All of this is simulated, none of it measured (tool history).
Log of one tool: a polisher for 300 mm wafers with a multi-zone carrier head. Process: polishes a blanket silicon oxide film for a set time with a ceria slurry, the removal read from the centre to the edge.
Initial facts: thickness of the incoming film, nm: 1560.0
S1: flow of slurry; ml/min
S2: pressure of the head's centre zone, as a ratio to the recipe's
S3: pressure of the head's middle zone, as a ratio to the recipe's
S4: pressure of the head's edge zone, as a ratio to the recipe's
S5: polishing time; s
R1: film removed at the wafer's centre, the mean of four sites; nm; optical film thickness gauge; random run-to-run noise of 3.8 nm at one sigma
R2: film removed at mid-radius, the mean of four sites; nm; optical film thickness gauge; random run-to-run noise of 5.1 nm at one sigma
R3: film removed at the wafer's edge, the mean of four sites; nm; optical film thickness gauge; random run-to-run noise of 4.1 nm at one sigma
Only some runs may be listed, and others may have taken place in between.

run,hour,S1,S2,S3,S4,S5,R1,R2,R3
1,0,210,1,1,1,73,448.41,447.07,456.98
2,5.5,180,1,1,1,73,435.99,440.14,448.14
3,9.2,180,1,1.08,1,73,438.12,474.65,448.15
4,13.9,200,1.03,1.1,1.02,75,467.77,498.21,465.81
5,17.4,200,1.08,1.1,1.02,75,487.23,502.79,469.62
6,26.4,200,1.08,1.02,1.02,75,486.66,465.22,468.81
7,34.1,220,1.1,1.05,1.03,77,521.26,490.65,492.35
8,35.9,230,1.11,1.08,1.03,78,529.96,520.02,499.56

Expected results for the next run?
9,38.2,245,1.13,1.09,1.03,79,?,?,?

{"run 9": {"R1": 551.18, "R2": 536.29, "R3": 514.79}}
